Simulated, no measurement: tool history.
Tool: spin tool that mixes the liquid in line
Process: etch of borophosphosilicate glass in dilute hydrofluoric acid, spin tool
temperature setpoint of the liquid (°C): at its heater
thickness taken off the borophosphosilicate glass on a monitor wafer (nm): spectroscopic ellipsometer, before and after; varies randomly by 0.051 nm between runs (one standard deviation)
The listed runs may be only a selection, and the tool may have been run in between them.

run,hour,temperature setpoint of the liquid (°C),parts of water to one part of 49 % hydrofluoric acid (parts by volume),time under the liquid (s),thickness taken off the borophosphosilicate glass on a monitor wafer (nm)
1,0,23,115,55,19.119
2,8.4,23,75,55,31.01
3,10.4,22,80,55,27.484
4,13.8,21.5,85,55,25.192
5,15.7,21,85,55,24.823
6,18.5,21,85,60,27.053
7,19.2,17,125,60,14.981
8,24.6,17.5,125,60,15.234
9,27.7,18,125,60,15.536

Forecast run 10:
10,33.7,19,125,60,?

{"run 10": {"thickness taken off the borophosphosilicate glass on a monitor wafer (nm)": 16.327}}

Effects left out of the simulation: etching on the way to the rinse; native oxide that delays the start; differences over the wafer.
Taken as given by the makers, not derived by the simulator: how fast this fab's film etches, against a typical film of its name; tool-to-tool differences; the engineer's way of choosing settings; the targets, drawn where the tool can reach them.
